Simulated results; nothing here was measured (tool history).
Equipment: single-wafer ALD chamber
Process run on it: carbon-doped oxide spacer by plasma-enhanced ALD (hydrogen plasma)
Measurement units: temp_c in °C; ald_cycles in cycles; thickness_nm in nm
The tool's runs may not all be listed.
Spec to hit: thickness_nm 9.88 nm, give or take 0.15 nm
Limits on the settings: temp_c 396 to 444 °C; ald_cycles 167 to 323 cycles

| run | hour | temp_c | ald_cycles | thickness_nm |
|---|---|---|---|---|
| 1 | 0 | 420 | 245 | 11.592 |
| 2 | 5.2 | 424 | 238 | 11.107 |
| 3 | 5.9 | 427 | 234 | 10.731 |
| 4 | 9.9 | 427 | 253 | 11.666 |
| 5 | 13.7 | 421 | 253 | 11.949 |
| 6 | 18.3 | 427 | 253 | 11.666 |
| 7 | 19 | 439 | 219 | 9.6437 |
| 8 | 20.8 | 438 | 219 | 9.6665 |

Exercise: of the 4 proposed moves below, exactly one satisfies all targets within the stated allowed misses. Which move is it?
| A | 22.6 | 425 | 206 | ? |
| B | 22.6 | 439 | 217 | ? |
| C | 22.6 | 427 | 208 | ? |
| D | 22.6 | 436 | 222 | ? |

| move | thickness_nm |
|---|---|
| A | 9.5491 |
| B | 9.5371 |
| C | 9.5703 |
| D | 9.8713 |
A: its largest miss is bigger than the last run's
B: its largest miss is bigger than the last run's
C: its largest miss is bigger than the last run's
D: every result within its allowed miss
So the answer is move D, the one that meets all the targets.
